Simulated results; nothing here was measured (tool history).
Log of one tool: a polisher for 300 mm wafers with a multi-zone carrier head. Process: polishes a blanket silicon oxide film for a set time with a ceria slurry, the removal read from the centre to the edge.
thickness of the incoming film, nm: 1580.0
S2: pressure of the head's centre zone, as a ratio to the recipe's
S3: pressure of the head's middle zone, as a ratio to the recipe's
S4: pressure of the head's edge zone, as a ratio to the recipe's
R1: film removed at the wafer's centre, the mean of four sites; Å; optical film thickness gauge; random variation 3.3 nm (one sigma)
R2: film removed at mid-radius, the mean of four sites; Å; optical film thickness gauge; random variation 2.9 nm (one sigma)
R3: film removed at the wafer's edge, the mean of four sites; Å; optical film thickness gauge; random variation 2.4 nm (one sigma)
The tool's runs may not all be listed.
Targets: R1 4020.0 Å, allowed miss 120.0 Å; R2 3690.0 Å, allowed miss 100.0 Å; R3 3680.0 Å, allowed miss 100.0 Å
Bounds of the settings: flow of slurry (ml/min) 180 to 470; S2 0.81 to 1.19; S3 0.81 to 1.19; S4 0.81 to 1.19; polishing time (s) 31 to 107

run 1 day=0.000 | flow_of_slurry_(ml/min)=300 S2=1.00 S3=1.00 S4=1.00 polishing_time_(s)=69 | R1=4344.0 R2=4360.6 R3=4327.2
run 2 day=0.050 | flow_of_slurry_(ml/min)=295 S2=1.00 S3=0.99 S4=0.98 polishing_time_(s)=68 | R1=4268.5 R2=4253.1 R3=4174.0
run 3 day=0.104 | flow_of_slurry_(ml/min)=290 S2=1.00 S3=0.97 S4=0.96 polishing_time_(s)=68 | R1=4186.3 R2=4138.0 R3=4146.9
run 4 day=0.358 | flow_of_slurry_(ml/min)=285 S2=1.01 S3=0.96 S4=0.94 polishing_time_(s)=68 | R1=4303.6 R2=4093.0 R3=4149.9
run 5 day=0.692 | flow_of_slurry_(ml/min)=285 S2=1.06 S3=0.96 S4=0.94 polishing_time_(s)=68 | R1=4499.3 R2=4050.0 R3=4126.3
run 6 day=0.862 | flow_of_slurry_(ml/min)=330 S2=1.06 S3=0.96 S4=0.94 polishing_time_(s)=68 | R1=4494.9 R2=4214.2 R3=4153.4
run 7 day=1.204 | flow_of_slurry_(ml/min)=320 S2=1.05 S3=0.96 S4=0.92 polishing_time_(s)=67 | R1=4447.2 R2=4063.3 R3=3992.2
run 8 day=1.400 | flow_of_slurry_(ml/min)=250 S2=0.95 S3=0.93 S4=0.86 polishing_time_(s)=66 | R1=3814.9 R2=3800.1 R3=3788.0
run 9 day=1.638 | flow_of_slurry_(ml/min)=250 S2=0.96 S3=0.93 S4=0.85 polishing_time_(s)=66 | R1=3876.4 R2=3848.3 R3=3758.2
run 10 day=1.808 | flow_of_slurry_(ml/min)=250 S2=0.97 S3=0.93 S4=0.85 polishing_time_(s)=66 | R1=3946.8 R2=3843.9 R3=3730.0
run 11 day=1.983 | flow_of_slurry_(ml/min)=245 S2=0.97 S3=0.93 S4=0.85 polishing_time_(s)=66 | R1=3857.4 R2=3865.6 R3=3747.8

4 next moves are on the table. One of them brings every result within its allowed miss. Which?
run A day=2.158 | flow_of_slurry_(ml/min)=215 S2=1.01 S3=0.98 S4=0.82 polishing_time_(s)=67 | R1=? R2=? R3=?
run B day=2.158 | flow_of_slurry_(ml/min)=310 S2=0.96 S3=0.91 S4=0.89 polishing_time_(s)=66 | R1=? R2=? R3=?
run C day=2.158 | flow_of_slurry_(ml/min)=200 S2=1.09 S3=0.95 S4=0.87 polishing_time_(s)=69 | R1=? R2=? R3=?
run D day=2.158 | flow_of_slurry_(ml/min)=310 S2=1.00 S3=0.90 S4=0.83 polishing_time_(s)=64 | R1=? R2=? R3=?

move=A R1=3978.0 R2=3952.8 R3=3710.8
move=B R1=3921.8 R2=3836.9 R3=3933.0
move=C R1=4363.1 R2=3916.3 R3=3890.2
move=D R1=3962.4 R2=3686.2 R3=3696.6
A: further off than the last run
B: further off than the last run
C: further off than the last run
D: meets every target
Move D is the one to make.

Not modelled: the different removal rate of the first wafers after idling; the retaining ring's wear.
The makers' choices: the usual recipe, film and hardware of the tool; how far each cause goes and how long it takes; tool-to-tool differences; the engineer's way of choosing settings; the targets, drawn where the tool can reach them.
